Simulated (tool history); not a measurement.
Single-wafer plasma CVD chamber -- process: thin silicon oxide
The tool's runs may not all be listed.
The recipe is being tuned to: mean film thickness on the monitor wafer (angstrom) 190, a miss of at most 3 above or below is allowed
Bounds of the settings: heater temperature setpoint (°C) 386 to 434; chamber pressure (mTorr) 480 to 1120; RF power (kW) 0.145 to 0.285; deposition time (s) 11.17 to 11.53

run  hour  heater temperature setpoint (°C)  chamber pressure (mTorr)  RF power (kW)  deposition time (s)  mean film thickness on the monitor wafer (angstrom)
  1     0                               410                       800          0.215                11.17                                               170.29
  2   3.8                               410                       800          0.215                11.53                                               175.48
  3   9.7                               410                       800          0.215                11.17                                               170.07
  4  12.9                               410                       800          0.195                11.17                                               163.12
  5  17.8                               400                       800          0.195                11.17                                               165.29
  6  21.1                               400                       685          0.195                11.17                                                140.6
  7  27.5                               400                       738          0.195                11.17                                               151.71
  8  30.9                               400                       778          0.195                11.17                                                160.9

Next run, 5 choices. One meets every target within its allowed miss, the rest don't. Which?
  A  34.3                               401                       927          0.205                11.53                                                    ?
  B  34.3                               394                       847            0.2                11.53                                                    ?
  C  34.3                               400                       863          0.215                11.53                                                    ?
  D  34.3                               408                       850            0.2                11.53                                                    ?
  E  34.3                               410                       884          0.195                11.43                                                    ?

move  mean film thickness on the monitor wafer (angstrom)
   A                                               197.78
   B                                               181.99
   C                                               189.72
   D                                               180.84
   E                                               183.26
A: takes the result that was furthest off past its target
B: gains on the last run, yet a result remains outside its allowed miss
C: all results in spec
D: gains on the last run, yet a result remains outside its allowed miss
E: gains on the last run, yet a result remains outside its allowed miss
Correct choice: C, which meets every target
